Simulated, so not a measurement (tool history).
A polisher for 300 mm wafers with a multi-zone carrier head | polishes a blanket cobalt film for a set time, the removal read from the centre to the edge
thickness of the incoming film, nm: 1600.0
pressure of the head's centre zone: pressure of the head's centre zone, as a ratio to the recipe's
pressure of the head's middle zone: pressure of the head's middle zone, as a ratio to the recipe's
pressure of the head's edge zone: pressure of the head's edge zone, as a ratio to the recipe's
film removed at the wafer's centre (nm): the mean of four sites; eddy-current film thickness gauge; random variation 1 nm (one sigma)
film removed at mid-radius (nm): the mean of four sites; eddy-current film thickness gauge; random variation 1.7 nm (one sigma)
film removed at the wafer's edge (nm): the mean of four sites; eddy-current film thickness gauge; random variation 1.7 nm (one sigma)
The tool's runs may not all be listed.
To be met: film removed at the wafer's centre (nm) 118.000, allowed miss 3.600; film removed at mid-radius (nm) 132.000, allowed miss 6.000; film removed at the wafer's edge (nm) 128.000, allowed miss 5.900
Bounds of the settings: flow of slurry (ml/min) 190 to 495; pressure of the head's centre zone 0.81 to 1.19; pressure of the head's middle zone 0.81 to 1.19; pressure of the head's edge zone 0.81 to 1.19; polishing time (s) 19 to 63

run	hour	flow of slurry (ml/min)	pressure of the head's centre zone	pressure of the head's middle zone	pressure of the head's edge zone	polishing time (s)	film removed at the wafer's centre (nm)	film removed at mid-radius (nm)	film removed at the wafer's edge (nm)
1	0.0	320	1.00	1.00	1.00	41	94.694	98.557	95.187
2	7.1	320	1.00	1.00	1.00	47	107.520	113.570	110.580
3	11.5	390	1.00	1.00	1.00	47	110.200	113.930	110.060
4	15.0	380	1.00	1.02	1.03	48	111.850	119.220	111.590
5	22.0	380	1.00	1.02	1.07	48	111.540	118.680	113.360
6	23.3	320	1.00	1.02	1.07	48	111.540	115.290	113.100
7	28.5	320	0.98	1.02	1.07	49	111.630	117.630	115.500
8	34.7	320	0.97	1.03	1.07	50	110.820	120.330	119.650

Which of these 5 next moves meets every target?
A	40.9	245	0.86	0.85	1.14	50	?	?	?
B	40.9	355	1.07	1.13	1.05	43	?	?	?
C	40.9	285	0.93	1.02	1.03	55	?	?	?
D	40.9	300	0.91	0.95	1.07	48	?	?	?
E	40.9	330	0.93	1.03	1.09	45	?	?	?

move	film removed at the wafer's centre (nm)	film removed at mid-radius (nm)	film removed at the wafer's edge (nm)
A	100.420	101.380	121.260
B	106.110	113.440	102.210
C	119.080	131.170	128.500
D	102.460	108.190	114.340
E	98.470	109.240	108.430
A: further off than the last run
B: further off than the last run
C: meets every target
D: further off than the last run
E: further off than the last run
The right move is C.
